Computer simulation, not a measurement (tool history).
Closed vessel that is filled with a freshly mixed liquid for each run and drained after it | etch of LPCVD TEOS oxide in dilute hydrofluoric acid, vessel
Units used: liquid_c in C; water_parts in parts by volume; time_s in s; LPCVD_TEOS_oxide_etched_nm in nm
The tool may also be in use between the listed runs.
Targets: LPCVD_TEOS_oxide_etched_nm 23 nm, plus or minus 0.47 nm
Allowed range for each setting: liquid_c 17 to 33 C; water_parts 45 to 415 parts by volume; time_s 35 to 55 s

run,hour,liquid_c,water_parts,time_s,LPCVD_TEOS_oxide_etched_nm
1,0,25,230,55,10.72
2,4.3,26.5,210,55,12.599
3,10.4,27.5,195,55,14.453
4,16.9,30,195,55,15.818
5,22.8,30,195,35,9.9498
6,27.4,28,195,35,9.2608
7,32.5,29,165,35,11.849
8,36.2,33,75,35,33.926
9,43.3,33,75,35,33.778
10,49.4,31.5,75,35,32.029
11,51.3,30,75,35,30.169
12,56.3,26,80,35,24.143
13,65.4,25.5,80,35,23.486

4 next moves are on the table. One of them brings every result within its allowed miss. Which?
A,74.5,26,80,35,?
B,74.5,25,80,35,?
C,74.5,26,90,40,?
D,74.5,20.5,65,35,?

move,LPCVD_TEOS_oxide_etched_nm
A,24.002
B,23.068
C,24.064
D,24.067
A: misses by more than the last run did
B: every result within its allowed miss
C: misses by more than the last run did
D: misses by more than the last run did
Move B is the one to make.
